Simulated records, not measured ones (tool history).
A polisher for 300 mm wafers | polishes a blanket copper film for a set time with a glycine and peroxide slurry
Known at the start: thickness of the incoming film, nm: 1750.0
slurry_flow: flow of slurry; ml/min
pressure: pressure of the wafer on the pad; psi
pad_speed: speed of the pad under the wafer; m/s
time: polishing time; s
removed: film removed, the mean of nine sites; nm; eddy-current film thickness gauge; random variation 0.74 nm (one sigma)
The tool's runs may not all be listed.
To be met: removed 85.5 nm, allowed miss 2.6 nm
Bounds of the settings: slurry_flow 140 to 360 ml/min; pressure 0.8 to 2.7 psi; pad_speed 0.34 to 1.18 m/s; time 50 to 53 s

run 1 hour=0 | slurry_flow=230 pressure=1.7 pad_speed=0.76 time=50 | removed=159.55
run 2 hour=5.3 | slurry_flow=225 pressure=1.4 pad_speed=0.68 time=50 | removed=133.16
run 3 hour=12 | slurry_flow=225 pressure=1.2 pad_speed=0.68 time=50 | removed=122.96
run 4 hour=18.4 | slurry_flow=220 pressure=1.1 pad_speed=0.6 time=50 | removed=110.4
run 5 hour=21.8 | slurry_flow=245 pressure=1.1 pad_speed=0.6 time=50 | removed=113.54
run 6 hour=23.3 | slurry_flow=245 pressure=1.1 pad_speed=0.6 time=53 | removed=119.98
run 7 hour=29.1 | slurry_flow=240 pressure=1 pad_speed=0.52 time=53 | removed=109.25
run 8 hour=30.7 | slurry_flow=235 pressure=0.9 pad_speed=0.46 time=53 | removed=98.224
run 9 hour=34.6 | slurry_flow=225 pressure=0.9 pad_speed=0.44 time=53 | removed=98.304
run 10 hour=41.6 | slurry_flow=225 pressure=0.9 pad_speed=0.4 time=53 | removed=93.708
run 11 hour=47.7 | slurry_flow=220 pressure=0.9 pad_speed=0.38 time=53 | removed=92.465

4 next moves are on the table. One of them brings every result within its allowed miss. Which?
run A hour=53.8 | slurry_flow=210 pressure=0.8 pad_speed=0.44 time=50 | removed=?
run B hour=53.8 | slurry_flow=145 pressure=1.1 pad_speed=0.34 time=51 | removed=?
run C hour=53.8 | slurry_flow=215 pressure=0.9 pad_speed=0.4 time=53 | removed=?
run D hour=53.8 | slurry_flow=185 pressure=0.9 pad_speed=0.36 time=53 | removed=?

move=A removed=84.684
move=B removed=89.418
move=C removed=93.023
move=D removed=89.017
A: meets every target
B: nearer than the last run, and not there yet
C: further off than the last run
D: nearer than the last run, and not there yet
Answer: A
